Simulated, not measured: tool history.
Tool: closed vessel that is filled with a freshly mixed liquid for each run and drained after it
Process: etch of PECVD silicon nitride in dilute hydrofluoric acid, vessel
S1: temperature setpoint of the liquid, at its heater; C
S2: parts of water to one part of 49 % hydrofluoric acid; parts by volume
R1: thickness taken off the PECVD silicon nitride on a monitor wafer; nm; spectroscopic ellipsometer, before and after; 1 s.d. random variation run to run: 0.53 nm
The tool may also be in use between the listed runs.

{"run": 1, "day": 0.0, "S1": 25, "S2": 195, "time in the liquid (s)": 905, "R1": 20.869}
{"run": 2, "day": 0.279, "S1": 21.5, "S2": 195, "time in the liquid (s)": 905, "R1": 16.991}
{"run": 3, "day": 0.429, "S1": 21.5, "S2": 260, "time in the liquid (s)": 905, "R1": 13.101}
{"run": 4, "day": 0.654, "S1": 21.5, "S2": 260, "time in the liquid (s)": 905, "R1": 13.003}
{"run": 5, "day": 0.858, "S1": 23.5, "S2": 225, "time in the liquid (s)": 905, "R1": 17.031}
{"run": 6, "day": 0.983, "S1": 23.5, "S2": 225, "time in the liquid (s)": 700, "R1": 13.024}
{"run": 7, "day": 1.279, "S1": 25, "S2": 190, "time in the liquid (s)": 740, "R1": 17.779}
{"run": 8, "day": 1.558, "S1": 26.5, "S2": 160, "time in the liquid (s)": 770, "R1": 24.162}
{"run": 9, "day": 1.871, "S1": 27.5, "S2": 140, "time in the liquid (s)": 775, "R1": 29.94}
{"run": 10, "day": 2.058, "S1": 27.5, "S2": 140, "time in the liquid (s)": 775, "R1": 29.449}
{"run": 11, "day": 2.371, "S1": 28.5, "S2": 130, "time in the liquid (s)": 775, "R1": 34.059}
{"run": 12, "day": 2.567, "S1": 29.5, "S2": 125, "time in the liquid (s)": 775, "R1": 37.845}
{"run": 13, "day": 2.617, "S1": 30, "S2": 120, "time in the liquid (s)": 775, "R1": 40.756}
{"run": 14, "day": 2.746, "S1": 30.5, "S2": 120, "time in the liquid (s)": 775, "R1": 43.011}
{"run": 15, "day": 2.942, "S1": 31, "S2": 120, "time in the liquid (s)": 775, "R1": 42.596}

What does the tool deliver on the next run?
{"run": 16, "day": 3.288, "S1": 33, "S2": 80, "time in the liquid (s)": 780, "R1": "?"}

Run 16 produced R1 74.685 nm.
